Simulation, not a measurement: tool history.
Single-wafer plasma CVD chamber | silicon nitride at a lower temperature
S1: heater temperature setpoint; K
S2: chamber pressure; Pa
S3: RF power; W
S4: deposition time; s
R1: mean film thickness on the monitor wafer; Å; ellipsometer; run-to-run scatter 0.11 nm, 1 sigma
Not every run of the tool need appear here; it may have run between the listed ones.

run  hour      S1   S2   S3    S4      R1
  1     0  603.15  183  260  27.8  298.79
  2   3.1  603.15  183  260  26.4  284.79
  3   6.2  603.15  171  250  26.4  273.37
  4  14.6  612.15  171  250  26.4  272.59
  5  19.7  612.15  161  245  26.4  264.85
  6  22.6  612.15  161  270  26.4  285.27
  7  30.5  612.15  153  260  26.4  274.66
  8    35  612.15  148  250  26.4  264.17
  9    43  612.15  143  245  26.4  259.71
 10  44.9  612.15  139  240  26.4  253.82

Run 11 comes next. What will it give?
 11  53.5  612.15  135  240  26.4   ?

{"run 11": {"R1": 250.58}}
